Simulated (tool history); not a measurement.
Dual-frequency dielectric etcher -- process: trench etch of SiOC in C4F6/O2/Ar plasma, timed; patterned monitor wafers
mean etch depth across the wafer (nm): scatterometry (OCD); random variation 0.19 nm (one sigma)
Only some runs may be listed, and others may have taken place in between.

| run | day | source power (kW) | bias power (kW) | etch time (s) | mean etch depth across the wafer (nm) |
|---|---|---|---|---|---|
| 1 | 0.000 | 0.400 | 0.156 | 22 | 41.588 |
| 2 | 0.088 | 0.460 | 0.156 | 22 | 45.178 |
| 3 | 0.346 | 0.460 | 0.156 | 22 | 45.281 |
| 4 | 0.612 | 0.420 | 0.150 | 22 | 42.089 |
| 5 | 0.883 | 0.420 | 0.150 | 22 | 42.343 |
| 6 | 1.158 | 0.420 | 0.124 | 22 | 39.745 |
| 7 | 1.492 | 0.390 | 0.122 | 22 | 38.130 |
| 8 | 1.796 | 0.390 | 0.122 | 22 | 37.656 |

Run 9 has not been measured yet. What should we expect?
| 9 | 2.021 | 0.370 | 0.121 | 22 | ? |

For run 9 the tool returned mean etch depth across the wafer (nm) 36.684.
